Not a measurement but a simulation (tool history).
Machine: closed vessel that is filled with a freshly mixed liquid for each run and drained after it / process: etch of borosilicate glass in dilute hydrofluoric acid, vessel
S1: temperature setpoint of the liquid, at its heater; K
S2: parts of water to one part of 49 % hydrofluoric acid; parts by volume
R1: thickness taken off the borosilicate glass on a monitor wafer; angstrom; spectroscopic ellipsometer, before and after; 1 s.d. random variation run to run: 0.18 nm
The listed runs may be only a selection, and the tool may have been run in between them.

run 1 hour=0.0 | S1=298.15 S2=240 time_in_the_liquid_(s)=470 | R1=301.74
run 2 hour=6.3 | S1=297.15 S2=240 time_in_the_liquid_(s)=470 | R1=289.27
run 3 hour=11.6 | S1=296.65 S2=240 time_in_the_liquid_(s)=470 | R1=286.04
run 4 hour=17.6 | S1=295.15 S2=240 time_in_the_liquid_(s)=470 | R1=273.38
run 5 hour=22.3 | S1=294.65 S2=240 time_in_the_liquid_(s)=470 | R1=264.52
run 6 hour=26.9 | S1=294.65 S2=295 time_in_the_liquid_(s)=470 | R1=204.65
run 7 hour=32.6 | S1=295.65 S2=295 time_in_the_liquid_(s)=470 | R1=214.13
run 8 hour=41.0 | S1=296.15 S2=295 time_in_the_liquid_(s)=470 | R1=218.97
run 9 hour=45.8 | S1=296.65 S2=295 time_in_the_liquid_(s)=470 | R1=219.42
run 10 hour=50.6 | S1=297.15 S2=295 time_in_the_liquid_(s)=470 | R1=228.26
run 11 hour=59.1 | S1=297.65 S2=295 time_in_the_liquid_(s)=470 | R1=232.22

Expected results for the next run?
run 12 hour=62.0 | S1=298.15 S2=295 time_in_the_liquid_(s)=470 | R1=?

For run 12 the tool returned R1 230.87 angstrom.
